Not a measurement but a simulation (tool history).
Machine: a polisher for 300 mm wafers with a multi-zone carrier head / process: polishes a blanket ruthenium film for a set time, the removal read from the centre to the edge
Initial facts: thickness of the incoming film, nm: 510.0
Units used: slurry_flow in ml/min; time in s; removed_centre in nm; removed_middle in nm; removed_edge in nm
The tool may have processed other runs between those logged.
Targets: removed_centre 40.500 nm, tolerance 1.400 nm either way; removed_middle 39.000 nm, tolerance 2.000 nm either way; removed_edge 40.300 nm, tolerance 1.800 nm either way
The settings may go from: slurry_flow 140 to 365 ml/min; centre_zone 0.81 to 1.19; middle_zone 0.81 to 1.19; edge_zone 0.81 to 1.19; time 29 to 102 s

run	hour	slurry_flow	centre_zone	middle_zone	edge_zone	time	removed_centre	removed_middle	removed_edge
1	0.0	235	1.00	1.00	1.00	65	60.407	60.317	63.280
2	3.4	235	1.00	1.00	1.03	65	61.091	61.552	62.993
3	5.8	235	1.00	1.00	1.03	62	58.121	59.545	61.327
4	12.4	235	1.00	1.00	1.11	62	58.364	59.005	62.838
5	16.8	235	1.00	1.00	1.09	59	54.713	56.843	60.224
6	23.2	235	1.01	1.00	1.07	56	52.649	52.413	57.310
7	27.6	235	1.02	1.02	1.04	54	51.763	51.828	53.069
8	35.5	235	1.02	1.02	1.03	52	49.848	50.544	50.834
9	42.2	235	1.02	1.01	1.02	51	48.395	47.302	49.389

Exercise: of the 5 proposed moves below, exactly one satisfies all targets within the stated allowed misses. Which move is it?
A	48.9	205	1.04	0.98	0.99	65	?	?	?
B	48.9	225	1.05	1.00	1.00	42	?	?	?
C	48.9	220	0.84	0.92	1.14	65	?	?	?
D	48.9	240	1.05	0.92	1.00	40	?	?	?
E	48.9	275	1.06	0.82	1.12	63	?	?	?

move	removed_centre	removed_middle	removed_edge
A	61.054	57.445	60.795
B	40.394	38.286	39.874
C	52.026	55.109	65.756
D	38.830	34.302	38.269
E	62.740	49.946	64.625
A: lands further from the targets than the last run did
B: meets every target
C: lands further from the targets than the last run did
D: takes the result that was furthest off past its target
E: lands further from the targets than the last run did
Move B is the one to make.
